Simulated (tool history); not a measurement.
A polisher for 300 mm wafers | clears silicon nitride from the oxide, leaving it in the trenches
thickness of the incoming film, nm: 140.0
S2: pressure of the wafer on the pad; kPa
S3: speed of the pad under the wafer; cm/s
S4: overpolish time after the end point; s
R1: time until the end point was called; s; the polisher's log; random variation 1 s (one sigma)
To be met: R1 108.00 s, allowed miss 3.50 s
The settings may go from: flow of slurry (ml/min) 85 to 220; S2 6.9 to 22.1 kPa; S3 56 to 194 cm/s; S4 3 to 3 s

{"run": 1, "hour": 0.0, "flow of slurry (ml/min)": 140, "S2": 14.5, "S3": 124, "S4": 3, "R1": 139.66}
{"run": 2, "hour": 4.8, "flow of slurry (ml/min)": 140, "S2": 13.1, "S3": 124, "S4": 3, "R1": 156.66}
{"run": 3, "hour": 11.7, "flow of slurry (ml/min)": 140, "S2": 13.1, "S3": 124, "S4": 3, "R1": 153.47}
{"run": 4, "hour": 12.8, "flow of slurry (ml/min)": 140, "S2": 13.1, "S3": 98, "S4": 3, "R1": 194.87}
{"run": 5, "hour": 15.0, "flow of slurry (ml/min)": 145, "S2": 15.2, "S3": 98, "S4": 3, "R1": 169.07}
{"run": 6, "hour": 21.3, "flow of slurry (ml/min)": 150, "S2": 16.5, "S3": 98, "S4": 3, "R1": 154.5}
{"run": 7, "hour": 23.5, "flow of slurry (ml/min)": 170, "S2": 20.7, "S3": 100, "S4": 3, "R1": 118.36}
{"run": 8, "hour": 29.7, "flow of slurry (ml/min)": 170, "S2": 21.4, "S3": 100, "S4": 3, "R1": 115.48}

4 next moves are on the table. One of them brings every result within its allowed miss. Which?
{"run": "A", "hour": 35.9, "flow of slurry (ml/min)": 170, "S2": 22.1, "S3": 90, "S4": 3, "R1": "?"}
{"run": "B", "hour": 35.9, "flow of slurry (ml/min)": 170, "S2": 20.0, "S3": 98, "S4": 3, "R1": "?"}
{"run": "C", "hour": 35.9, "flow of slurry (ml/min)": 165, "S2": 22.1, "S3": 104, "S4": 3, "R1": "?"}
{"run": "D", "hour": 35.9, "flow of slurry (ml/min)": 180, "S2": 22.1, "S3": 92, "S4": 3, "R1": "?"}

move=A R1=121.87
move=B R1=123.85
move=C R1=106.85
move=D R1=118.30
A: further off than the last run
B: further off than the last run
C: meets every target
D: further off than the last run
Answer: C
